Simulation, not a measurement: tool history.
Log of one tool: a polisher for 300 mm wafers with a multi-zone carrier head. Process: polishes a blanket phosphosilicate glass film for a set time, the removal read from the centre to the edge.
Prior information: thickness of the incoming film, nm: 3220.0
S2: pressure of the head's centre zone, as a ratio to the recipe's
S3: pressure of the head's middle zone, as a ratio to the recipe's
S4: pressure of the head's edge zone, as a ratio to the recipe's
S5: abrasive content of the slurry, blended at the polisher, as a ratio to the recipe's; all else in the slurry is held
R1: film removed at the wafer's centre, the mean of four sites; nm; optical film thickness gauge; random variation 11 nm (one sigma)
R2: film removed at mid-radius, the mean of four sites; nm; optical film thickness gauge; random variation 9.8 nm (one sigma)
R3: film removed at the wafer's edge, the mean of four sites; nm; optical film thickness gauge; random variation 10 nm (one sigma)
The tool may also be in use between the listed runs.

{"run": 1, "hour": 0.0, "flow of slurry (ml/min)": 245, "S2": 1, "S3": 1, "S4": 1, "S5": 1, "polishing time (s)": 77, "R1": 832.78, "R2": 813.34, "R3": 863.1}
{"run": 2, "hour": 2.2, "flow of slurry (ml/min)": 245, "S2": 1, "S3": 1.05, "S4": 1, "S5": 1, "polishing time (s)": 77, "R1": 825.95, "R2": 857.2, "R3": 857.68}
{"run": 3, "hour": 7.1, "flow of slurry (ml/min)": 255, "S2": 1.02, "S3": 1.08, "S4": 1.04, "S5": 1.1, "polishing time (s)": 79, "R1": 908.57, "R2": 933.83, "R3": 936.21}
{"run": 4, "hour": 11.5, "flow of slurry (ml/min)": 265, "S2": 1.02, "S3": 1.1, "S4": 1.06, "S5": 1.2, "polishing time (s)": 81, "R1": 973.8, "R2": 1006.1, "R3": 1012.4}
{"run": 5, "hour": 16.9, "flow of slurry (ml/min)": 270, "S2": 1.02, "S3": 1.12, "S4": 1.07, "S5": 1.25, "polishing time (s)": 83, "R1": 996.09, "R2": 1074.4, "R3": 1036.1}
{"run": 6, "hour": 22.5, "flow of slurry (ml/min)": 290, "S2": 1.02, "S3": 1.12, "S4": 1.07, "S5": 1.25, "polishing time (s)": 83, "R1": 1035.6, "R2": 1077.2, "R3": 1069.2}

Run 7 comes next. What will it give?
{"run": 7, "hour": 29.7, "flow of slurry (ml/min)": 290, "S2": 1.02, "S3": 1.13, "S4": 1.08, "S5": 1.3, "polishing time (s)": 85, "R1": "?", "R2": "?", "R3": "?"}

R1: 1054.6 nm
R2: 1131.1 nm
R3: 1103.8 nm

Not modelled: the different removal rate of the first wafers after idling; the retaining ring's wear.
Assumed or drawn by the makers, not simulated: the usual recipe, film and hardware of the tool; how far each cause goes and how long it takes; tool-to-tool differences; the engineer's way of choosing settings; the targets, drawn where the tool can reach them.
